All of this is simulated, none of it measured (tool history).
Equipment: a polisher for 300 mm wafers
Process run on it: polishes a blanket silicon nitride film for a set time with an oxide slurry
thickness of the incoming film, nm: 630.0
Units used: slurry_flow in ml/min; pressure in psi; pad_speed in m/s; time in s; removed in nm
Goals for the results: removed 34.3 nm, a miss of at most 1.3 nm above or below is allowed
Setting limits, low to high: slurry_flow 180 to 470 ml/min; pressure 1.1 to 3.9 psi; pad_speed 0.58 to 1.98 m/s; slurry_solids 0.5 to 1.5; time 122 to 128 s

run 1 day=0 | slurry_flow=300 pressure=2.5 pad_speed=1.28 slurry_solids=1 time=122 | removed=56.35
run 2 day=0.104 | slurry_flow=300 pressure=2.1 pad_speed=1.26 slurry_solids=1 time=122 | removed=47.757
run 3 day=0.15 | slurry_flow=300 pressure=2.1 pad_speed=1.46 slurry_solids=1 time=122 | removed=52.078
run 4 day=0.221 | slurry_flow=300 pressure=2.1 pad_speed=1.68 slurry_solids=1 time=122 | removed=57.263
run 5 day=0.312 | slurry_flow=300 pressure=2.6 pad_speed=1.68 slurry_solids=1 time=122 | removed=70.929
run 6 day=0.571 | slurry_flow=330 pressure=2.6 pad_speed=1.68 slurry_solids=1 time=122 | removed=73.183
run 7 day=0.812 | slurry_flow=265 pressure=1.9 pad_speed=1.48 slurry_solids=1 time=122 | removed=48.015
run 8 day=1.079 | slurry_flow=265 pressure=1.7 pad_speed=1.48 slurry_solids=1 time=122 | removed=43.314
run 9 day=1.279 | slurry_flow=265 pressure=1.5 pad_speed=1.48 slurry_solids=1 time=122 | removed=37.437
run 10 day=1.362 | slurry_flow=265 pressure=1.4 pad_speed=1.48 slurry_solids=1 time=122 | removed=35.616

Next run, 5 choices. One meets every target within its allowed miss, the rest don't. Which?
run A day=1.446 | slurry_flow=295 pressure=1.3 pad_speed=1.64 slurry_solids=1.1 time=122 | removed=?
run B day=1.446 | slurry_flow=245 pressure=1.7 pad_speed=1.38 slurry_solids=0.75 time=122 | removed=?
run C day=1.446 | slurry_flow=180 pressure=1.4 pad_speed=1.58 slurry_solids=1.25 time=127 | removed=?
run D day=1.446 | slurry_flow=255 pressure=1.5 pad_speed=1.38 slurry_solids=1 time=124 | removed=?
run E day=1.446 | slurry_flow=340 pressure=1.5 pad_speed=1.3 slurry_solids=1.25 time=122 | removed=?

move=A removed=38.133
move=B removed=35.452
move=C removed=41.664
move=D removed=37.574
move=E removed=40.526
A: further off than the last run
B: every result lands within tolerance
C: further off than the last run
D: further off than the last run
E: further off than the last run
Answer: B

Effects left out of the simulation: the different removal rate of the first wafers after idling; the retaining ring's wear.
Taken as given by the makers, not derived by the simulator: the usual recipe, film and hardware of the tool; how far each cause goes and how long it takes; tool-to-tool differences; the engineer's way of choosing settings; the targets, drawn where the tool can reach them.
